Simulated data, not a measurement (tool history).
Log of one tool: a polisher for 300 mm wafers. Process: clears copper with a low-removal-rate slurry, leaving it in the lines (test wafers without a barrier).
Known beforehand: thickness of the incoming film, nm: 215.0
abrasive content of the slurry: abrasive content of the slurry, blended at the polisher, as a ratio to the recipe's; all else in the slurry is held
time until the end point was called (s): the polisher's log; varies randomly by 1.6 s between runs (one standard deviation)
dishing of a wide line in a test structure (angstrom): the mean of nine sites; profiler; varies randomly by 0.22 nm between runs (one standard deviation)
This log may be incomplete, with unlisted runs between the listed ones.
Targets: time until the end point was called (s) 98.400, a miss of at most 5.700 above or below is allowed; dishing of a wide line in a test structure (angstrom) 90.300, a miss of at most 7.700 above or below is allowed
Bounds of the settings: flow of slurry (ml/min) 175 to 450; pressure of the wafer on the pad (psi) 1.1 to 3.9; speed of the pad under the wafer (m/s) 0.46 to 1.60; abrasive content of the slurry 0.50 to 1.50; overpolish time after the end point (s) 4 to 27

run,hour,flow of slurry (ml/min),pressure of the wafer on the pad (psi),speed of the pad under the wafer (m/s),abrasive content of the slurry,overpolish time after the end point (s),time until the end point was called (s),dishing of a wide line in a test structure (angstrom)
1,0.0,290,2.5,1.02,1.00,14,69.621,256.620
2,0.7,290,3.0,1.02,1.00,14,58.029,318.710
3,9.5,290,2.7,1.04,1.00,12,63.025,254.480
4,16.4,290,2.4,1.06,1.00,10,70.065,197.490
5,21.9,290,2.4,1.20,1.00,10,61.908,224.060
6,25.9,290,2.2,1.20,1.00,10,66.689,210.460
7,31.3,295,2.0,1.18,1.05,9,71.964,164.850
8,39.9,295,1.8,1.18,1.05,9,82.160,152.800
9,43.7,295,1.7,1.18,1.05,8,87.108,137.260
10,50.6,295,1.7,1.18,1.05,8,85.736,133.290
11,55.0,295,1.3,1.18,1.05,4,109.620,54.527
12,55.7,300,1.3,1.20,1.10,6,105.640,82.801

Next run, 4 choices. One meets every target within its allowed miss, the rest don't. Which?
A,56.4,220,1.9,1.00,0.85,6,?,?
B,56.4,235,1.4,1.16,1.35,5,?,?
C,56.4,310,1.2,1.14,1.10,9,?,?
D,56.4,350,1.1,1.38,1.00,6,?,?

move,time until the end point was called (s),dishing of a wide line in a test structure (angstrom)
A,97.623,91.711
B,100.220,74.839
C,119.140,109.690
D,108.710,81.843
A: all results land within tolerance of their targets
B: the worst result of the last run now meets its target, but another is out of spec
C: the biggest miss grows against the last run
D: the biggest miss grows against the last run
The right move is A.
